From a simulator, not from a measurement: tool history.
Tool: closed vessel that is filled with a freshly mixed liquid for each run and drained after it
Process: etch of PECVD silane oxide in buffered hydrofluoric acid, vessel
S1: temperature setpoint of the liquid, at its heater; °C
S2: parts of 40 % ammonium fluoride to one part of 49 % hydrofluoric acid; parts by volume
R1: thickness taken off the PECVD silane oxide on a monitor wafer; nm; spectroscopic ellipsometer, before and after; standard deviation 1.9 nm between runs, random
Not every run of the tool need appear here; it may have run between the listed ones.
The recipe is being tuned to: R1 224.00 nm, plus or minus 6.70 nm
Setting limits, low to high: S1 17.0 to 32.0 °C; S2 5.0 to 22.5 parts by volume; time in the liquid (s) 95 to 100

{"run": 1, "hour": 0.0, "S1": 24.0, "S2": 13.5, "time in the liquid (s)": 95, "R1": 187.06}
{"run": 2, "hour": 8.7, "S1": 24.5, "S2": 13.5, "time in the liquid (s)": 95, "R1": 193.01}
{"run": 3, "hour": 10.2, "S1": 24.5, "S2": 9.5, "time in the liquid (s)": 95, "R1": 266.97}
{"run": 4, "hour": 15.8, "S1": 24.0, "S2": 9.5, "time in the liquid (s)": 95, "R1": 264.89}
{"run": 5, "hour": 20.7, "S1": 26.5, "S2": 9.5, "time in the liquid (s)": 95, "R1": 302.82}
{"run": 6, "hour": 26.8, "S1": 26.5, "S2": 9.5, "time in the liquid (s)": 100, "R1": 312.4}
{"run": 7, "hour": 32.4, "S1": 26.5, "S2": 9.5, "time in the liquid (s)": 100, "R1": 320.57}
{"run": 8, "hour": 33.4, "S1": 22.5, "S2": 10.0, "time in the liquid (s)": 100, "R1": 246.89}
{"run": 9, "hour": 38.4, "S1": 22.0, "S2": 10.0, "time in the liquid (s)": 100, "R1": 239.74}
{"run": 10, "hour": 45.4, "S1": 21.5, "S2": 10.0, "time in the liquid (s)": 100, "R1": 235.33}

Which single option among these 5 for the next run brings every result within its allowed miss of target? Just one does.
{"run": "A", "hour": 52.4, "S1": 18.5, "S2": 7.5, "time in the liquid (s)": 95, "R1": "?"}
{"run": "B", "hour": 52.4, "S1": 20.0, "S2": 8.5, "time in the liquid (s)": 100, "R1": "?"}
{"run": "C", "hour": 52.4, "S1": 20.5, "S2": 8.5, "time in the liquid (s)": 100, "R1": "?"}
{"run": "D", "hour": 52.4, "S1": 22.0, "S2": 9.5, "time in the liquid (s)": 100, "R1": "?"}
{"run": "E", "hour": 52.4, "S1": 17.0, "S2": 7.5, "time in the liquid (s)": 95, "R1": "?"}

move=A R1=241.90
move=B R1=241.90
move=C R1=248.76
move=D R1=245.59
move=E R1=222.15
A: the biggest miss grows against the last run
B: the biggest miss grows against the last run
C: the biggest miss grows against the last run
D: the biggest miss grows against the last run
E: hits every target within its allowed miss
So the answer is move E, the one that meets all the targets.

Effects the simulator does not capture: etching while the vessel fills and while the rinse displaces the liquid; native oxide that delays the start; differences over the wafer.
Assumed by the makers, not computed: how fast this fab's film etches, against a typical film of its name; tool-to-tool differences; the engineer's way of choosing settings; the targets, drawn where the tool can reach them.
